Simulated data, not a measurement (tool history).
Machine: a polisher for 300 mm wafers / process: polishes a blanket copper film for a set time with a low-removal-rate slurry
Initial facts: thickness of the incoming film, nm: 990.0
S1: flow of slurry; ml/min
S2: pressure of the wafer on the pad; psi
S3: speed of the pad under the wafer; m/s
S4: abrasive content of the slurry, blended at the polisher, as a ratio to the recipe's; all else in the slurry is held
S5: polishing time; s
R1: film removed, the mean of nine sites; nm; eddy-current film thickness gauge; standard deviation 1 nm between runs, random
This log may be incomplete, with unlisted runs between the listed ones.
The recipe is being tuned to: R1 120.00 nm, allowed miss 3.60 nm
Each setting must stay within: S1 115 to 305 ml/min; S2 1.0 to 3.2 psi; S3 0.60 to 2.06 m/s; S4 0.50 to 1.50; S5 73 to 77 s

Run 1, hour 0.0: S1 195 ml/min, S2 2.1 psi, S3 1.32 m/s, S4 1.00, S5 73 s. Result: R1 237.43 nm.
Run 2, hour 8.0: S1 190 ml/min, S2 1.9 psi, S3 1.28 m/s, S4 1.00, S5 73 s. Result: R1 215.04 nm.
Run 3, hour 9.2: S1 160 ml/min, S2 1.9 psi, S3 1.28 m/s, S4 1.00, S5 73 s. Result: R1 211.22 nm.
Run 4, hour 17.9: S1 160 ml/min, S2 1.9 psi, S3 1.28 m/s, S4 1.10, S5 73 s. Result: R1 215.39 nm.
Run 5, hour 25.4: S1 160 ml/min, S2 1.9 psi, S3 1.28 m/s, S4 1.10, S5 73 s. Result: R1 212.91 nm.
Run 6, hour 32.8: S1 160 ml/min, S2 1.9 psi, S3 1.28 m/s, S4 1.05, S5 73 s. Result: R1 213.04 nm.
Run 7, hour 38.3: S1 160 ml/min, S2 1.7 psi, S3 1.24 m/s, S4 1.05, S5 73 s. Result: R1 188.75 nm.
Run 8, hour 42.1: S1 160 ml/min, S2 1.6 psi, S3 1.20 m/s, S4 1.05, S5 73 s. Result: R1 174.29 nm.
Run 9, hour 49.9: S1 160 ml/min, S2 1.5 psi, S3 1.18 m/s, S4 1.05, S5 73 s. Result: R1 164.13 nm.
Run 10, hour 54.5: S1 160 ml/min, S2 1.4 psi, S3 1.16 m/s, S4 1.05, S5 73 s. Result: R1 152.03 nm.
Run 11, hour 61.2: S1 160 ml/min, S2 1.3 psi, S3 1.16 m/s, S4 1.05, S5 73 s. Result: R1 143.62 nm.
Run 12, hour 63.8: S1 150 ml/min, S2 1.0 psi, S3 1.12 m/s, S4 1.05, S5 73 s. Result: R1 113.46 nm.
Run 13, hour 72.0: S1 155 ml/min, S2 1.0 psi, S3 1.12 m/s, S4 1.05, S5 73 s. Result: R1 115.84 nm.
Run 14, hour 80.4: S1 160 ml/min, S2 1.0 psi, S3 1.12 m/s, S4 1.05, S5 73 s. Result: R1 114.40 nm.

4 candidate next runs follow, results not yet known. Just one meets every target within its allowed miss. Identify it.
Run A, hour 88.8: S1 155 ml/min, S2 1.0 psi, S3 0.96 m/s, S4 1.20, S5 73 s. Result: R1 ?.
Run B, hour 88.8: S1 170 ml/min, S2 1.0 psi, S3 1.24 m/s, S4 0.65, S5 73 s. Result: R1 ?.
Run C, hour 88.8: S1 140 ml/min, S2 1.0 psi, S3 1.16 m/s, S4 1.10, S5 74 s. Result: R1 ?.
Run D, hour 88.8: S1 150 ml/min, S2 1.2 psi, S3 0.88 m/s, S4 1.05, S5 77 s. Result: R1 ?.

move      R1
   A  102.70
   B  110.42
   C  119.27
   D  110.36
A: lands further from the targets than the last run did
B: lands further from the targets than the last run did
C: all results land within tolerance of their targets
D: lands further from the targets than the last run did
C is the move that brings every result within its allowed miss.

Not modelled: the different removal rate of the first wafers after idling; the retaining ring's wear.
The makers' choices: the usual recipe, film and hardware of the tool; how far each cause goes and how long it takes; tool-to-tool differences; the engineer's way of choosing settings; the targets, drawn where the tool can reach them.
